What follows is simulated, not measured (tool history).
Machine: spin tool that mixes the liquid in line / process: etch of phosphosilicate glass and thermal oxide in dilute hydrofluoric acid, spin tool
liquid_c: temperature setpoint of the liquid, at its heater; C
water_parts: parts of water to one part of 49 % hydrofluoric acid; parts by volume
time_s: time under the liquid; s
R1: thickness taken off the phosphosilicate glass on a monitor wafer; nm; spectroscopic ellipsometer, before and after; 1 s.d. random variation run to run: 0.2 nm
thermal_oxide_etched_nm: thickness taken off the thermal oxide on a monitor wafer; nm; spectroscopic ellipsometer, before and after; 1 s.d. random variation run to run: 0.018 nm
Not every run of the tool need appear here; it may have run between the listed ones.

{"run": 1, "hour": 0.0, "liquid_c": 21, "water_parts": 100, "time_s": 30, "R1": 50.407, "thermal_oxide_etched_nm": 1.1968}
{"run": 2, "hour": 1.4, "liquid_c": 24, "water_parts": 100, "time_s": 30, "R1": 57.679, "thermal_oxide_etched_nm": 1.3651}
{"run": 3, "hour": 2.3, "liquid_c": 24, "water_parts": 100, "time_s": 15, "R1": 28.665, "thermal_oxide_etched_nm": 0.65819}
{"run": 4, "hour": 7.1, "liquid_c": 24.5, "water_parts": 95, "time_s": 15, "R1": 30.834, "thermal_oxide_etched_nm": 0.71816}
{"run": 5, "hour": 16.0, "liquid_c": 24.5, "water_parts": 95, "time_s": 25, "R1": 51.772, "thermal_oxide_etched_nm": 1.2301}
{"run": 6, "hour": 20.4, "liquid_c": 22.5, "water_parts": 95, "time_s": 25, "R1": 47.548, "thermal_oxide_etched_nm": 1.1367}
{"run": 7, "hour": 22.1, "liquid_c": 22, "water_parts": 95, "time_s": 25, "R1": 47.054, "thermal_oxide_etched_nm": 1.1148}
{"run": 8, "hour": 25.7, "liquid_c": 21.5, "water_parts": 95, "time_s": 25, "R1": 45.627, "thermal_oxide_etched_nm": 1.0313}
{"run": 9, "hour": 30.9, "liquid_c": 21.5, "water_parts": 95, "time_s": 25, "R1": 45.511, "thermal_oxide_etched_nm": 1.0573}

What does the tool deliver on the next run?
{"run": 10, "hour": 39.6, "liquid_c": 21, "water_parts": 95, "time_s": 25, "R1": "?", "thermal_oxide_etched_nm": "?"}

{"run 10": {"R1": 44.808, "thermal_oxide_etched_nm": 1.0709}}

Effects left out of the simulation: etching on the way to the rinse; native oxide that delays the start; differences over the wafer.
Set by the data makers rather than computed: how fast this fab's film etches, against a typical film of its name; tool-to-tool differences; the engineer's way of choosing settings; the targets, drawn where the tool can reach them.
